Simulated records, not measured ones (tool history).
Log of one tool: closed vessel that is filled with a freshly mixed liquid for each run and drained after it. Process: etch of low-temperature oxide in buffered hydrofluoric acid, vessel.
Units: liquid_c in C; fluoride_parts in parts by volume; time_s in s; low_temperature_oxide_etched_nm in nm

run  hour  liquid_c  fluoride_parts  time_s  low_temperature_oxide_etched_nm
  1   0.0      24.0            13.5      95                           296.61
  2   1.0      27.0            11.0      95                           426.09
  3   4.5      27.0             9.5      95                           482.53
  4   6.2      30.0             9.5      95                           565.71
  5   7.0      30.0             9.5     105                           624.78
  6   7.9      30.5             9.0     105                           668.39
  7  16.8      31.0             8.5     105                           728.73

The next listed run, before its measurement:
  8  20.3      31.5             8.5     105                                ?

low_temperature_oxide_etched_nm: 743.14 nm
